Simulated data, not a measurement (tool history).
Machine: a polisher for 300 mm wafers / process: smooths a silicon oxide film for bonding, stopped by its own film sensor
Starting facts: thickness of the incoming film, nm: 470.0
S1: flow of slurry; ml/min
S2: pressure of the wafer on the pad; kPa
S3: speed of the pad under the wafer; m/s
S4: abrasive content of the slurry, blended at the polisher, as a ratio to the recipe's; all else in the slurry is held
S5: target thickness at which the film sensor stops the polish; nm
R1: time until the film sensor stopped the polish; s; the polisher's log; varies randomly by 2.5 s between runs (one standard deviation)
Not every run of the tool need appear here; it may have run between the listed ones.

| run | hour | S1 | S2 | S3 | S4 | S5 | R1 |
|---|---|---|---|---|---|---|---|
| 1 | 0.0 | 295 | 11.7 | 0.80 | 1.0 | 413 | 140.67 |
| 2 | 3.4 | 295 | 11.7 | 0.80 | 1.0 | 413 | 138.49 |
| 3 | 10.0 | 335 | 11.7 | 0.80 | 1.0 | 413 | 138.84 |
| 4 | 18.8 | 335 | 11.0 | 0.76 | 1.0 | 413 | 152.06 |
| 5 | 20.1 | 335 | 10.3 | 0.74 | 1.0 | 413 | 162.41 |
| 6 | 27.2 | 335 | 10.3 | 0.92 | 1.0 | 413 | 141.46 |

Run 7, settings as shown, results not yet in. Your forecast:
| 7 | 33.9 | 335 | 9.7 | 0.86 | 1.0 | 413 | ? |

Run 7 produced R1 159.21 s.
